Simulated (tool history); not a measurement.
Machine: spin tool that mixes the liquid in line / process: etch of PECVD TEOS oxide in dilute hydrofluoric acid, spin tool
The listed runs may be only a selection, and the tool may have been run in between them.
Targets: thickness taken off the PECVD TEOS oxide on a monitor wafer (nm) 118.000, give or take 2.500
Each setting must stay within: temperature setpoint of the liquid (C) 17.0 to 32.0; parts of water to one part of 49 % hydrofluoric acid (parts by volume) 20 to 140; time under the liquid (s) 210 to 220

| run | day | temperature setpoint of the liquid (C) | parts of water to one part of 49 % hydrofluoric acid (parts by volume) | time under the liquid (s) | thickness taken off the PECVD TEOS oxide on a monitor wafer (nm) |
|---|---|---|---|---|---|
| 1 | 0.000 | 24.0 | 75 | 210 | 59.737 |
| 2 | 0.171 | 26.5 | 75 | 210 | 65.131 |
| 3 | 0.429 | 24.5 | 75 | 210 | 60.437 |
| 4 | 0.721 | 25.5 | 70 | 210 | 67.963 |
| 5 | 0.821 | 26.0 | 70 | 210 | 70.003 |
| 6 | 0.850 | 26.0 | 55 | 210 | 90.492 |
| 7 | 0.967 | 26.5 | 55 | 210 | 91.985 |
| 8 | 1.067 | 27.0 | 55 | 210 | 94.401 |
| 9 | 1.138 | 31.0 | 55 | 210 | 110.390 |
| 10 | 1.233 | 31.5 | 55 | 210 | 111.350 |
| 11 | 1.479 | 32.0 | 55 | 210 | 114.130 |
| 12 | 1.704 | 32.0 | 55 | 210 | 114.160 |

Pick the move, out of 4, that brings all results within their allowed miss; only one does.
| A | 1.929 | 30.0 | 55 | 215 | ? |
| B | 1.929 | 32.0 | 60 | 220 | ? |
| C | 1.929 | 31.0 | 55 | 210 | ? |
| D | 1.929 | 31.5 | 55 | 220 | ? |

| move | thickness taken off the PECVD TEOS oxide on a monitor wafer (nm) |
|---|---|
| A | 107.240 |
| B | 107.830 |
| C | 108.900 |
| D | 116.310 |
A: misses by more than the last run did
B: misses by more than the last run did
C: misses by more than the last run did
D: all results land within tolerance of their targets
The right move is D.
